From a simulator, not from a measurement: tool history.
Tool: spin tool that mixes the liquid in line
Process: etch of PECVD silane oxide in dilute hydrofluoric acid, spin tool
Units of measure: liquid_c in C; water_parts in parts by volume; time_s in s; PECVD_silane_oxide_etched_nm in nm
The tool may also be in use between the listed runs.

run	day	liquid_c	water_parts	time_s	PECVD_silane_oxide_etched_nm
1	0	23	65	310	64.112
2	0.362	24	60	310	72.545
3	0.529	24	50	310	88.268
4	0.821	25.5	50	310	95.066
5	0.904	25.5	50	310	96.181
6	0.996	26	50	310	95.529
7	1.229	26.5	50	310	97.457
8	1.462	27	50	310	100.41
9	1.679	27.5	50	310	103.06
10	1.721	31	50	310	115.82

Expected results for the next run?
11	1.996	31	45	310	?

Run 11 produced PECVD_silane_oxide_etched_nm 131.6 nm.

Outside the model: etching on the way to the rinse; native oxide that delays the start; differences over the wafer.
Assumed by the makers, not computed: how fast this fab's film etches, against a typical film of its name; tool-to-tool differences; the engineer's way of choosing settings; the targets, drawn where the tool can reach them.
